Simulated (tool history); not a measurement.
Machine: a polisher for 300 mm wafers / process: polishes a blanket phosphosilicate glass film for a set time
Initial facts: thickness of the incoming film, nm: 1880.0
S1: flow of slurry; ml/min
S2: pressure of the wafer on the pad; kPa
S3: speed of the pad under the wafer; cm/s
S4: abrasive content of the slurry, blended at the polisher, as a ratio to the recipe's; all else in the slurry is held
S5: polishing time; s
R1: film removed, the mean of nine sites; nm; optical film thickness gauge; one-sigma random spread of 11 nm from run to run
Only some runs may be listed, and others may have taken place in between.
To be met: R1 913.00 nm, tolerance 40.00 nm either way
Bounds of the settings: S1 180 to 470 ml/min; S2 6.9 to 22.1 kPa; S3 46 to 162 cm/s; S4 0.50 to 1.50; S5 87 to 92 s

| run | day | S1 | S2 | S3 | S4 | S5 | R1 |
|---|---|---|---|---|---|---|---|
| 1 | 0.000 | 300 | 14.5 | 104 | 1.00 | 87 | 495.70 |
| 2 | 0.038 | 300 | 15.9 | 106 | 1.00 | 87 | 534.53 |
| 3 | 0.108 | 300 | 15.9 | 106 | 1.00 | 92 | 582.55 |
| 4 | 0.375 | 300 | 15.9 | 106 | 1.15 | 92 | 639.84 |
| 5 | 0.738 | 300 | 17.2 | 106 | 1.15 | 92 | 699.65 |
| 6 | 0.762 | 300 | 17.9 | 106 | 1.15 | 92 | 707.76 |
| 7 | 0.858 | 300 | 18.6 | 108 | 1.15 | 92 | 740.85 |
| 8 | 1.079 | 300 | 19.3 | 110 | 1.15 | 92 | 802.16 |
| 9 | 1.129 | 300 | 20.0 | 110 | 1.15 | 92 | 834.16 |
| 10 | 1.196 | 300 | 20.7 | 110 | 1.15 | 92 | 845.86 |
| 11 | 1.321 | 300 | 21.4 | 110 | 1.15 | 92 | 865.25 |

5 candidate next runs follow, results not yet known. Just one meets every target within its allowed miss. Identify it.
| A | 1.446 | 285 | 22.1 | 100 | 1.20 | 87 | ? |
| B | 1.446 | 310 | 20.0 | 104 | 1.20 | 92 | ? |
| C | 1.446 | 335 | 21.4 | 102 | 1.30 | 87 | ? |
| D | 1.446 | 285 | 22.1 | 122 | 1.05 | 90 | ? |
| E | 1.446 | 340 | 21.4 | 110 | 0.95 | 92 | ? |

| move | R1 |
|---|---|
| A | 800.01 |
| B | 798.17 |
| C | 833.05 |
| D | 890.72 |
| E | 774.87 |
A: its largest miss is bigger than the last run's
B: its largest miss is bigger than the last run's
C: its largest miss is bigger than the last run's
D: meets every target
E: its largest miss is bigger than the last run's
So the answer is move D, the one that meets all the targets.

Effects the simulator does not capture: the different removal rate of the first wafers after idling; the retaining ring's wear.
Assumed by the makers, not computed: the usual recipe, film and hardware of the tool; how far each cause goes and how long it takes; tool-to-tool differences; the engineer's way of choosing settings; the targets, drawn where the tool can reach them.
